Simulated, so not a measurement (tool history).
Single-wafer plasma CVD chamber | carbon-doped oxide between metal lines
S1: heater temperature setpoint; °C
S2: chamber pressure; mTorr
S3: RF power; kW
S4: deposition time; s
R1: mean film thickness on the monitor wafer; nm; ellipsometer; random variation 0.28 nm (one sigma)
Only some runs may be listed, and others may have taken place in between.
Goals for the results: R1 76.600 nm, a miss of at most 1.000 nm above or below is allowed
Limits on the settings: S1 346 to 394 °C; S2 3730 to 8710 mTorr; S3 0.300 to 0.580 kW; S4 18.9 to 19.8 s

run  hour   S1    S2     S3    S4      R1
  1   0.0  370  6220  0.440  19.8  87.876
  2   7.3  372  5970  0.430  19.8  85.693
  3   9.5  372  5970  0.430  19.8  85.401
  4  15.6  372  7000  0.430  19.8  85.453
  5  17.3  374  7010  0.425  19.8  85.262
  6  23.6  374  7010  0.425  19.8  84.706
  7  27.4  376  6990  0.420  19.8  83.303
  8  28.5  378  6960  0.415  19.8  81.878
  9  31.7  378  6960  0.415  19.8  82.545
 10  35.9  380  6940  0.410  19.8  81.101
 11  44.1  382  6910  0.405  19.8  79.805
 12  51.0  383  6880  0.405  19.8  79.554
 13  55.3  384  6860  0.405  19.8  79.709
 14  57.5  389  6060  0.390  19.8  75.690
 15  59.8  389  6060  0.390  19.8  75.564

Exercise: of the 4 proposed moves below, exactly one satisfies all targets within the stated allowed misses. Which move is it?
  A  62.1  380  4770  0.380  19.8   ?
  B  62.1  393  7760  0.395  19.8   ?
  C  62.1  394  5520  0.395  19.3   ?
  D  62.1  393  6160  0.390  19.8   ?

move      R1
   A  73.976
   B  76.469
   C  73.089
   D  74.796
A: its largest miss is bigger than the last run's
B: every result within its allowed miss
C: its largest miss is bigger than the last run's
D: its largest miss is bigger than the last run's
Answer: B
